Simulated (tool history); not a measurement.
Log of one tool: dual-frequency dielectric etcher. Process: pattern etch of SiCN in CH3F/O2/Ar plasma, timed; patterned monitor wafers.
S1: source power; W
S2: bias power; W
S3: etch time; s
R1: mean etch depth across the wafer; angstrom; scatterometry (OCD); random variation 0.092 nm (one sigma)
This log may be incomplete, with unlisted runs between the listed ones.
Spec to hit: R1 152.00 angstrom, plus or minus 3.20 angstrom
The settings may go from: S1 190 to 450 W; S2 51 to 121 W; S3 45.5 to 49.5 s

| run | hour | S1 | S2 | S3 | R1 |
|---|---|---|---|---|---|
| 1 | 0.0 | 320 | 86 | 49.5 | 175.12 |
| 2 | 1.6 | 340 | 86 | 49.5 | 178.44 |
| 3 | 2.4 | 390 | 86 | 49.5 | 191.40 |
| 4 | 5.4 | 390 | 86 | 49.5 | 190.38 |
| 5 | 13.6 | 390 | 86 | 45.5 | 175.41 |
| 6 | 14.1 | 370 | 85 | 45.5 | 169.12 |
| 7 | 19.9 | 360 | 84 | 45.5 | 166.52 |
| 8 | 27.9 | 350 | 83 | 45.5 | 164.62 |
| 9 | 32.3 | 340 | 82 | 45.5 | 162.21 |
|  | 36.0 | wet clean of the chamber |
| 10 | 36.0 | 330 | 81 | 45.5 | 165.33 |
| 11 | 36.9 | 280 | 63 | 45.5 | 139.10 |
| 12 | 41.4 | 290 | 64 | 45.5 | 142.27 |
| 13 | 49.4 | 300 | 65 | 45.5 | 144.68 |

Next run, 4 choices. One meets every target within its allowed miss, the rest don't. Which?
| A | 57.4 | 280 | 59 | 46.0 | ? |
| B | 57.4 | 290 | 52 | 47.0 | ? |
| C | 57.4 | 320 | 61 | 47.5 | ? |
| D | 57.4 | 280 | 65 | 45.5 | ? |

| move | R1 |
|---|---|
| A | 137.93 |
| B | 135.28 |
| C | 153.02 |
| D | 142.43 |
A: misses by more than the last run did
B: misses by more than the last run did
C: every result lands within tolerance
D: misses by more than the last run did
Correct choice: C, which meets every target

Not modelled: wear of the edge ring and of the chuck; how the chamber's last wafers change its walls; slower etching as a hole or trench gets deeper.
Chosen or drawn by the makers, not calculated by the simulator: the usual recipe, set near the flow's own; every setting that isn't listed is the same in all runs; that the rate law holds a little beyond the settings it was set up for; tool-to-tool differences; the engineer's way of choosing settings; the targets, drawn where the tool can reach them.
